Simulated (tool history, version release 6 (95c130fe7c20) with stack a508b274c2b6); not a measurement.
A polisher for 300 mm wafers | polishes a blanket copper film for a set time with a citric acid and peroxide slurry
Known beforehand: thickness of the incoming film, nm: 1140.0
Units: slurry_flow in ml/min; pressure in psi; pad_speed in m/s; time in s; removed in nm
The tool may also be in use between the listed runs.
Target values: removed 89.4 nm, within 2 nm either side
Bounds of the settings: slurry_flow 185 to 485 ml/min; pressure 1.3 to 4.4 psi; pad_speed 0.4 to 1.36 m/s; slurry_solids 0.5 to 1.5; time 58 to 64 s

| run | day | slurry_flow | pressure | pad_speed | slurry_solids | time | removed |
|---|---|---|---|---|---|---|---|
| 1 | 0 | 310 | 2.8 | 0.88 | 1 | 64 | 139.31 |
| 2 | 0.304 | 305 | 2.4 | 0.88 | 1 | 64 | 119.54 |
| 3 | 0.488 | 305 | 2.4 | 0.7 | 1 | 64 | 95.684 |
| 4 | 0.579 | 305 | 2.4 | 0.7 | 0.85 | 64 | 95.051 |
| 5 | 0.821 | 245 | 2.4 | 0.7 | 0.85 | 64 | 91.062 |
| 6 | 1.05 | 245 | 2.4 | 0.84 | 0.85 | 64 | 109.99 |
| 7 | 1.267 | 240 | 2.2 | 0.84 | 0.85 | 64 | 99.644 |
| 8 | 1.525 | 240 | 2.2 | 0.84 | 0.85 | 64 | 100.19 |
| 9 | 1.671 | 240 | 2.2 | 0.84 | 0.85 | 64 | 99.74 |

Consider the 5 candidate settings below. Which is the only one whose results all fall within their allowed miss of target?
| A | 1.817 | 195 | 3.4 | 0.66 | 1 | 62 | ? |
| B | 1.817 | 225 | 2.2 | 0.8 | 0.7 | 62 | ? |
| C | 1.817 | 200 | 2.6 | 0.82 | 0.75 | 58 | ? |
| D | 1.817 | 295 | 2.9 | 0.8 | 0.95 | 58 | ? |
| E | 1.817 | 215 | 2.3 | 0.86 | 0.8 | 62 | ? |

| move | removed |
|---|---|
| A | 116.85 |
| B | 89 |
| C | 99.773 |
| D | 116.91 |
| E | 101.04 |
A: misses by more than the last run did
B: every result lands within tolerance
C: as far off as the last run
D: misses by more than the last run did
E: misses by more than the last run did
Move B is the one to make.

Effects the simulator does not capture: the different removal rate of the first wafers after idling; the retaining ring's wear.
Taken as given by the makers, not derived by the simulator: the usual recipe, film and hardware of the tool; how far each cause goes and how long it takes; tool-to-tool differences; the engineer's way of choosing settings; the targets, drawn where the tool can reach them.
